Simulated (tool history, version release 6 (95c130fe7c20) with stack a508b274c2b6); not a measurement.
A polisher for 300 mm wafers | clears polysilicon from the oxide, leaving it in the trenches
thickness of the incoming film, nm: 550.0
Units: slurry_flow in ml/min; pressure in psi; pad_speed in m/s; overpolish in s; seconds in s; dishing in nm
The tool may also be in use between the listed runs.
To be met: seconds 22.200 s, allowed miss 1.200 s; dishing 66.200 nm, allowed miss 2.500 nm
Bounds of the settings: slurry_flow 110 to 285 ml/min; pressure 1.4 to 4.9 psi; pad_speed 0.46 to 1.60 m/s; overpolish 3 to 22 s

run    day  slurry_flow  pressure  pad_speed  overpolish  seconds  dishing
  1  0.000          180       3.1       1.02          11   36.282   60.178
  2  0.300          180       2.5       1.02          11   44.148   58.490
  3  0.383          135       2.5       1.02          11   48.157   56.762
  4  0.629          135       2.5       1.02           7   47.745   45.718
  5  0.938          140       2.7       1.02           7   43.791   48.764
  6  0.996          140       2.1       1.02           7   53.791   42.975
  7  1.267          145       2.4       1.02           7   48.306   46.575
  8  1.583          150       2.6       1.02           7   44.909   47.576
  9  1.667          155       2.8       1.02           7   40.491   49.863
 10  1.971          165       3.0       1.02           7   38.664   51.273
 11  2.100          170       3.2       1.02           7   35.274   52.967
 12  2.417          175       3.3       1.02           7   35.259   54.795
 13  2.779          180       3.4       1.02           7   33.491   54.183
 14  2.983          185       3.5       1.02           7   32.129   55.416
 15  3.142          190       3.6       1.02           7   31.661   56.340
 16  3.283          190       3.6       1.02           7   31.890   56.755

Which of these 4 next moves meets every target?
  A  3.425          190       2.9       0.56          11        ?        ?
  B  3.425          220       4.3       1.24          13        ?        ?
  C  3.425          215       4.2       1.10           9        ?        ?
  D  3.425          235       2.9       0.56          21        ?        ?

move  seconds  dishing
   A   59.268   52.013
   B   22.616   65.610
   C   25.458   62.661
   D   57.682   62.955
A: further off than the last run
B: meets every target
C: nearer than the last run, and not there yet
D: further off than the last run
Move B is the one to make.
